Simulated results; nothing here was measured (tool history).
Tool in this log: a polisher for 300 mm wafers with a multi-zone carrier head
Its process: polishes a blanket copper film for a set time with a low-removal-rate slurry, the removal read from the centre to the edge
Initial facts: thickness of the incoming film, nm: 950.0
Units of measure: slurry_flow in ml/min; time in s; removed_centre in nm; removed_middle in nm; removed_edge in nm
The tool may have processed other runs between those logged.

run 1 day=0 | slurry_flow=245 centre_zone=1 middle_zone=1 edge_zone=1 slurry_solids=1 time=48 | removed_centre=102.64 removed_middle=100.16 removed_edge=100.28
run 2 day=0.342 | slurry_flow=270 centre_zone=1 middle_zone=1 edge_zone=1 slurry_solids=1 time=48 | removed_centre=102.31 removed_middle=101.52 removed_edge=101.73
run 3 day=0.404 | slurry_flow=270 centre_zone=1.04 middle_zone=1 edge_zone=1 slurry_solids=1 time=48 | removed_centre=105.68 removed_middle=101.84 removed_edge=101.76
run 4 day=0.771 | slurry_flow=270 centre_zone=1.04 middle_zone=1 edge_zone=1 slurry_solids=1 time=55 | removed_centre=120.6 removed_middle=117.31 removed_edge=117.02
run 5 day=0.829 | slurry_flow=270 centre_zone=1.08 middle_zone=1 edge_zone=1 slurry_solids=1 time=55 | removed_centre=127.41 removed_middle=116.13 removed_edge=116.51
run 6 day=1.183 | slurry_flow=270 centre_zone=1.08 middle_zone=1 edge_zone=1 slurry_solids=1 time=64 | removed_centre=148.42 removed_middle=134.1 removed_edge=136.34
run 7 day=1.433 | slurry_flow=275 centre_zone=1.08 middle_zone=1.02 edge_zone=0.98 slurry_solids=1 time=64 | removed_centre=144.6 removed_middle=136.71 removed_edge=134.77

The next listed run, before its measurement:
run 8 day=1.483 | slurry_flow=305 centre_zone=1.16 middle_zone=1.12 edge_zone=0.88 slurry_solids=0.95 time=64 | removed_centre=? removed_middle=? removed_edge=?

Run 8 came out at removed_centre 159.36 nm, removed_middle 148.22 nm, removed_edge 128.35 nm.

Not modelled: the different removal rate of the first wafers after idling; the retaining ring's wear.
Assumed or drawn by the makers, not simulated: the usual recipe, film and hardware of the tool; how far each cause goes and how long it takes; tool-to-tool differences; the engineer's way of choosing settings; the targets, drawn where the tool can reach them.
